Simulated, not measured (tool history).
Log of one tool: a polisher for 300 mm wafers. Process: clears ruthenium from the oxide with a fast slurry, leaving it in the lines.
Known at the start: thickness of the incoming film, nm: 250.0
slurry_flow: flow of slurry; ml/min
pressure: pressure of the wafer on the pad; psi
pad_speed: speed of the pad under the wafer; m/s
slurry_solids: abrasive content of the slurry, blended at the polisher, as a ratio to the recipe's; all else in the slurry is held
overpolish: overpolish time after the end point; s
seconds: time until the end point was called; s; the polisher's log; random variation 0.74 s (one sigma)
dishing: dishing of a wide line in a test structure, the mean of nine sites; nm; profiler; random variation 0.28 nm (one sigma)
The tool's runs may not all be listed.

run,day,slurry_flow,pressure,pad_speed,slurry_solids,overpolish,seconds,dishing
1,0,280,2.2,1.06,1,14,69.735,43.211
2,0.262,280,2.2,1.06,0.8,14,72.632,41.449
3,0.362,280,2.2,1.06,0.6,14,79.595,38.439
4,0.612,280,2.2,0.96,0.6,14,83.566,36.028
5,0.983,285,2.3,0.96,0.6,13,82.565,35.565
6,1.012,285,2.8,0.96,0.6,13,65.467,41.934
7,1.121,285,2.8,0.96,0.6,12,66.723,39.181
8,1.479,285,2.8,0.96,0.6,12,66.464,39.534
9,1.717,285,2.8,0.96,0.6,11,66.402,36.384
10,2.017,285,2.8,0.96,0.6,10,66.64,33.559
11,2.25,285,2.8,0.96,0.6,9,67.426,30.452
12,2.467,285,2.8,0.96,0.6,8,67.033,26.294

Run 13 comes next. What will it give?
13,2.671,280,2.8,0.96,0.6,8,?,?

seconds: 66.007 s
dishing: 26.445 nm
